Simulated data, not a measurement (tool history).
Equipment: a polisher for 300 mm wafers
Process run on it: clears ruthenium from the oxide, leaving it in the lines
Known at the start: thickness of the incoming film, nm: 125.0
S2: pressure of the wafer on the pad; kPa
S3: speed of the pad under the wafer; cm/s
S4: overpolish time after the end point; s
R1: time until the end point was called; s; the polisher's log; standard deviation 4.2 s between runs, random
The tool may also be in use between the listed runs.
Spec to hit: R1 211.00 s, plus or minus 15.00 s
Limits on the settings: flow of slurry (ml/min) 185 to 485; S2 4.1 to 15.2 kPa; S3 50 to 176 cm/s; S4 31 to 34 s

run 1 day=0.000 | flow_of_slurry_(ml/min)=310 S2=9.7 S3=112 S4=31 | R1=135.33
run 2 day=0.354 | flow_of_slurry_(ml/min)=310 S2=9.7 S3=86 S4=31 | R1=171.66
run 3 day=0.554 | flow_of_slurry_(ml/min)=310 S2=9.0 S3=84 S4=31 | R1=196.84
run 4 day=0.575 | flow_of_slurry_(ml/min)=310 S2=9.0 S3=106 S4=31 | R1=151.12
run 5 day=0.683 | flow_of_slurry_(ml/min)=310 S2=9.0 S3=106 S4=34 | R1=151.92
run 6 day=0.804 | flow_of_slurry_(ml/min)=310 S2=8.3 S3=106 S4=34 | R1=162.89
run 7 day=0.983 | flow_of_slurry_(ml/min)=310 S2=7.6 S3=106 S4=34 | R1=172.44
-- day=1.204 worn pad replaced by a new one
run 8 day=1.204 | flow_of_slurry_(ml/min)=310 S2=6.2 S3=104 S4=34 | R1=189.20

Which single option among these 4 for the next run brings every result within its allowed miss of target? Just one does.
run A day=1.425 | flow_of_slurry_(ml/min)=290 S2=6.2 S3=106 S4=34 | R1=?
run B day=1.425 | flow_of_slurry_(ml/min)=255 S2=7.6 S3=112 S4=34 | R1=?
run C day=1.425 | flow_of_slurry_(ml/min)=405 S2=9.0 S3=84 S4=34 | R1=?
run D day=1.425 | flow_of_slurry_(ml/min)=325 S2=6.2 S3=88 S4=31 | R1=?

move=A R1=182.37
move=B R1=151.42
move=C R1=168.49
move=D R1=215.87
A: moves away from the targets compared with the last run
B: moves away from the targets compared with the last run
C: moves away from the targets compared with the last run
D: in spec on every target
Correct choice: D, which meets every target

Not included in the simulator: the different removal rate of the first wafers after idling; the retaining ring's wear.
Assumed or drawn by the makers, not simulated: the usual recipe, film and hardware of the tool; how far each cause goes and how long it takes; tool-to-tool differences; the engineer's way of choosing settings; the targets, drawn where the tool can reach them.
